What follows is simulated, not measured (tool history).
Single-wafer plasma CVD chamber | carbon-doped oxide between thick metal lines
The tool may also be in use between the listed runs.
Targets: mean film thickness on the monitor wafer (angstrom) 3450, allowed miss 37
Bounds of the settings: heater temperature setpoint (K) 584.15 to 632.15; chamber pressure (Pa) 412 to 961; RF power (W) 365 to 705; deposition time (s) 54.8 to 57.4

run	hour	heater temperature setpoint (K)	chamber pressure (Pa)	RF power (W)	deposition time (s)	mean film thickness on the monitor wafer (angstrom)
1	0	608.15	687	535	57.4	3154.1
2	8.6	603.15	687	535	57.4	3221.1
3	9.6	600.15	693	535	57.4	3266.2
4	12.4	598.15	699	535	57.4	3287
5	18.4	596.15	704	535	57.4	3308.7
6	26.1	594.15	709	535	57.4	3332.9
7	30.4	593.15	715	535	57.4	3345.3
8	36.2	592.15	720	535	57.4	3361.5
9	42	591.15	724	535	57.4	3398
10	42.8	590.15	725	535	57.4	3406.1

4 next moves are on the table. One of them brings every result within its allowed miss. Which?
A	43.6	588.15	809	545	55.2	?
B	43.6	591.15	728	525	57.4	?
C	43.6	586.15	737	540	55.6	?
D	43.6	588.15	772	560	55.6	?

move	mean film thickness on the monitor wafer (angstrom)
A	3366
B	3337.6
C	3372
D	3438.1
A: further off than the last run
B: further off than the last run
C: further off than the last run
D: meets every target
Answer: D
